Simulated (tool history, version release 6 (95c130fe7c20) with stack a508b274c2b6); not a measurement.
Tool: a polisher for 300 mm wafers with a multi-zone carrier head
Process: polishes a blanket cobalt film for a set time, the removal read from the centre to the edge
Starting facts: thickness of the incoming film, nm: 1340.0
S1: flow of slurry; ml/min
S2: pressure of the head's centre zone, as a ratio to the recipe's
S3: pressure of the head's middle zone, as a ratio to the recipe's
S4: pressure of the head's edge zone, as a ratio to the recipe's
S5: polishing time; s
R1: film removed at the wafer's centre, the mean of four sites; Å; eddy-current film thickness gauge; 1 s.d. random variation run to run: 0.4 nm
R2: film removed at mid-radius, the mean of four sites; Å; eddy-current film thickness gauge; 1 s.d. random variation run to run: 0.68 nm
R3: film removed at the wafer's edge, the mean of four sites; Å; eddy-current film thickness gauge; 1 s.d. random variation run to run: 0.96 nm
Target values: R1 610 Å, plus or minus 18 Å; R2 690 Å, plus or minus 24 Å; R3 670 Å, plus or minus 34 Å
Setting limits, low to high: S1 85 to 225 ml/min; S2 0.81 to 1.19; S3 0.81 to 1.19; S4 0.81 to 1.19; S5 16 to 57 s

run	hour	S1	S2	S3	S4	S5	R1	R2	R3
1	0	145	1	1	1	36	1174.6	1166.7	1135.6
2	7	135	0.96	0.98	0.97	32	1000.1	1012	979.37
3	13.7	135	0.96	0.98	1.04	32	984.71	1013.1	1011.6
4	15.8	135	0.96	0.98	1.11	32	988.05	1008.3	1069.2
5	16.5	125	0.93	0.97	1.07	29	856.54	884.28	927.26
6	23.7	115	0.9	0.97	1.03	27	754.73	820.15	831.4
7	30.7	110	0.88	0.96	0.99	26	709.82	781.9	764.27
8	38.5	105	0.86	0.94	0.98	26	684.08	768	782.21
9	42.7	105	0.86	0.94	0.96	25	664	730.7	735.46
10	48.6	90	0.81	0.94	0.87	24	579.49	685.69	669.98

Of the 5 settings listed for the next run, only one would bring every result within its allowed miss of target. Which one?
A	54.5	105	0.86	0.99	0.94	22	?	?	?
B	54.5	100	0.83	0.92	0.81	24	?	?	?
C	54.5	85	0.81	0.97	0.96	23	?	?	?
D	54.5	85	0.81	0.96	0.82	23	?	?	?
E	54.5	85	0.81	0.98	0.81	24	?	?	?

move	R1	R2	R3
A	582.88	667.86	650.59
B	607.43	679.75	665.63
C	549.95	661.89	669.37
D	549.91	656.27	628.29
E	573.9	696.78	652.35
A: closes in on the targets versus the last run, not all within tolerance yet
B: hits every target within its allowed miss
C: its largest miss is bigger than the last run's
D: its largest miss is bigger than the last run's
E: its largest miss is bigger than the last run's
Go with B: it meets all targets.
